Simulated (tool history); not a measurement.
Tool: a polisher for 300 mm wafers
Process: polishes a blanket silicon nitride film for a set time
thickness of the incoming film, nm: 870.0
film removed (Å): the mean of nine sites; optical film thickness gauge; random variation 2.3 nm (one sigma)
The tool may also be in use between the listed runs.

run,day,flow of slurry (ml/min),pressure of the wafer on the pad (psi),speed of the pad under the wafer (cm/s),polishing time (s),film removed (Å)
1,0.000,305,4.6,126,91,2751.8
2,0.033,305,4.1,124,91,2456.4
3,0.092,245,4.1,124,91,2367.8
4,0.238,245,4.1,124,91,2398.1
5,0.571,245,3.8,124,91,2176.8
6,0.642,245,3.7,124,91,2154.5
7,0.875,245,3.6,124,91,2113.5

Forecast run 8:
8,0.975,245,3.5,124,91,?

film removed (Å): 2012.6

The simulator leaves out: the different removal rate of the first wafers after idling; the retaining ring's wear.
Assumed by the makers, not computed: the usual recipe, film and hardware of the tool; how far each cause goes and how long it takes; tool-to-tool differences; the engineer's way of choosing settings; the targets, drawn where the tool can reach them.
